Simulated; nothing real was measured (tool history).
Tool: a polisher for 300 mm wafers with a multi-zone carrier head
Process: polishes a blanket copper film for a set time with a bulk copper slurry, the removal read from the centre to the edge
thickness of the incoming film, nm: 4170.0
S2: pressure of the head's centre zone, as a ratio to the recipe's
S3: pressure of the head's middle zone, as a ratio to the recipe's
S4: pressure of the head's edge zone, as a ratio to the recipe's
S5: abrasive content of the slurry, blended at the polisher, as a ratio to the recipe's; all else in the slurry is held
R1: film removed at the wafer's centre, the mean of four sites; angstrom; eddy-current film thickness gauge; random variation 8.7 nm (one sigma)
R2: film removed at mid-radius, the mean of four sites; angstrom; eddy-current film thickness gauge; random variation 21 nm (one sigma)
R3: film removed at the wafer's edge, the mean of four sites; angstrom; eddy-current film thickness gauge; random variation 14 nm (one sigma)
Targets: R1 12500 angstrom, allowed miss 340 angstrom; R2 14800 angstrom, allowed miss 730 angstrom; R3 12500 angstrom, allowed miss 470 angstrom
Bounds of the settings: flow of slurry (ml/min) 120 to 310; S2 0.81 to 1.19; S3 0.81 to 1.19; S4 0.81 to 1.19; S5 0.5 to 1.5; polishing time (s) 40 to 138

Run 1, hour 0: flow of slurry (ml/min) 200, S2 1, S3 1, S4 1, S5 1, polishing time (s) 88. Result: R1 9071.6 angstrom, R2 8979.1 angstrom, R3 9022.4 angstrom.
Run 2, hour 5.5: flow of slurry (ml/min) 205, S2 1, S3 1.03, S4 1, S5 1.1, polishing time (s) 91. Result: R1 9498.9 angstrom, R2 9603.9 angstrom, R3 9488 angstrom.
Run 3, hour 10.9: flow of slurry (ml/min) 165, S2 1, S3 1.03, S4 1, S5 1.1, polishing time (s) 91. Result: R1 9268.7 angstrom, R2 9517.5 angstrom, R3 9171.9 angstrom.
Run 4, hour 17.4: flow of slurry (ml/min) 165, S2 1, S3 1.03, S4 0.93, S5 1.1, polishing time (s) 91. Result: R1 9321.5 angstrom, R2 9557.1 angstrom, R3 8744.4 angstrom.
Run 5, hour 23.6: flow of slurry (ml/min) 165, S2 1, S3 1.06, S4 0.94, S5 1.15, polishing time (s) 95. Result: R1 9776.9 angstrom, R2 9805 angstrom, R3 9258.8 angstrom.
Run 6, hour 30.6: flow of slurry (ml/min) 155, S2 0.97, S3 1.08, S4 0.92, S5 1.15, polishing time (s) 102. Result: R1 9966.9 angstrom, R2 10977 angstrom, R3 9692 angstrom.
Run 7, hour 38.8: flow of slurry (ml/min) 155, S2 0.97, S3 1.1, S4 0.92, S5 1.2, polishing time (s) 105. Result: R1 10457 angstrom, R2 11386 angstrom, R3 10100 angstrom.
Run 8, hour 39.7: flow of slurry (ml/min) 160, S2 0.96, S3 1.11, S4 0.92, S5 1.25, polishing time (s) 108. Result: R1 10808 angstrom, R2 11861 angstrom, R3 10679 angstrom.
Run 9, hour 48.1: flow of slurry (ml/min) 160, S2 0.95, S3 1.12, S4 0.91, S5 1.25, polishing time (s) 111. Result: R1 11033 angstrom, R2 12493 angstrom, R3 10808 angstrom.
Run 10, hour 49: flow of slurry (ml/min) 170, S2 0.95, S3 1.13, S4 0.91, S5 1.3, polishing time (s) 112. Result: R1 11210 angstrom, R2 12968 angstrom, R3 11004 angstrom.
Run 11, hour 49.7: flow of slurry (ml/min) 180, S2 0.96, S3 1.14, S4 0.93, S5 1.35, polishing time (s) 112. Result: R1 11397 angstrom, R2 12947 angstrom, R3 11342 angstrom.
Run 12, hour 57.3: flow of slurry (ml/min) 190, S2 0.96, S3 1.15, S4 0.93, S5 1.4, polishing time (s) 113. Result: R1 11738 angstrom, R2 13368 angstrom, R3 11629 angstrom.
Run 13, hour 65.4: flow of slurry (ml/min) 200, S2 0.96, S3 1.16, S4 0.93, S5 1.4, polishing time (s) 114. Result: R1 11947 angstrom, R2 13850 angstrom, R3 11875 angstrom.
Run 14, hour 68: flow of slurry (ml/min) 205, S2 0.96, S3 1.17, S4 0.93, S5 1.4, polishing time (s) 114. Result: R1 12005 angstrom, R2 13891 angstrom, R3 11939 angstrom.
Run 15, hour 70: flow of slurry (ml/min) 210, S2 0.96, S3 1.17, S4 0.93, S5 1.4, polishing time (s) 114. Result: R1 12134 angstrom, R2 13740 angstrom, R3 11823 angstrom.
Run 16, hour 76.6: flow of slurry (ml/min) 210, S2 0.96, S3 1.17, S4 0.93, S5 1.4, polishing time (s) 115. Result: R1 12228 angstrom, R2 14165 angstrom, R3 11912 angstrom.
Run 17, hour 82.9: flow of slurry (ml/min) 215, S2 0.96, S3 1.17, S4 0.93, S5 1.4, polishing time (s) 115. Result: R1 12218 angstrom, R2 14056 angstrom, R3 11997 angstrom.

4 next moves are on the table. One of them brings every result within its allowed miss. Which?
Run A, hour 89.2: flow of slurry (ml/min) 205, S2 0.98, S3 1.19, S4 1.02, S5 0.9, polishing time (s) 125. Result: R1 ?, R2 ?, R3 ?.
Run B, hour 89.2: flow of slurry (ml/min) 235, S2 0.87, S3 0.97, S4 1.06, S5 1.25, polishing time (s) 122. Result: R1 ?, R2 ?, R3 ?.
Run C, hour 89.2: flow of slurry (ml/min) 210, S2 0.97, S3 1.19, S4 0.82, S5 1.4, polishing time (s) 119. Result: R1 ?, R2 ?, R3 ?.
Run D, hour 89.2: flow of slurry (ml/min) 235, S2 0.91, S3 1.18, S4 0.96, S5 1.4, polishing time (s) 117. Result: R1 ?, R2 ?, R3 ?.

move     R1     R2     R3
   A  12628  14312  12549
   B  11696  12555  13334
   C  12802  14660  11606
   D  11979  14502  12385
A: meets every target
B: takes the result that was furthest off past its target
C: further off than the last run
D: brings the result that was furthest off to its target, and leaves another outside
Answer: A

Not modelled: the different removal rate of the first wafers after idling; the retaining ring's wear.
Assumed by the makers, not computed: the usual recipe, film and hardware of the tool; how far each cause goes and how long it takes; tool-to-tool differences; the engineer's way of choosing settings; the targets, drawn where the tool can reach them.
